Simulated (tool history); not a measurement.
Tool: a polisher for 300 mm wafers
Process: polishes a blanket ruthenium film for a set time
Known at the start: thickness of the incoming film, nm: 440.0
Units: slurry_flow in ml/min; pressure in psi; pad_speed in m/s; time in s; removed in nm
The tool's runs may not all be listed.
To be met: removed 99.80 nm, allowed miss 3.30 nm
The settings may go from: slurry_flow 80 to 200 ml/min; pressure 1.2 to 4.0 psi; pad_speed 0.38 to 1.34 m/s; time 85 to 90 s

run,hour,slurry_flow,pressure,pad_speed,time,removed
1,0.0,130,2.6,0.86,85,125.60
2,3.0,130,2.6,0.72,85,109.07
3,6.0,150,2.6,0.72,85,112.34
4,9.4,150,2.6,0.72,90,120.39
5,15.4,150,2.6,0.72,90,117.95
6,22.7,145,2.5,0.72,90,113.20
7,29.1,140,2.4,0.72,90,108.08
8,33.5,140,2.4,0.72,90,109.02
9,41.2,135,2.3,0.72,90,102.30

Which of these 5 next moves meets every target?
A,48.9,100,2.4,0.76,85,?
B,48.9,135,2.4,0.74,88,?
C,48.9,135,2.2,0.82,90,?
D,48.9,135,2.6,0.68,90,?
E,48.9,135,2.5,0.74,87,?

move,removed
A,100.64
B,107.12
C,110.19
D,110.03
E,110.17
A: meets every target
B: further off than the last run
C: further off than the last run
D: further off than the last run
E: further off than the last run
Answer: A
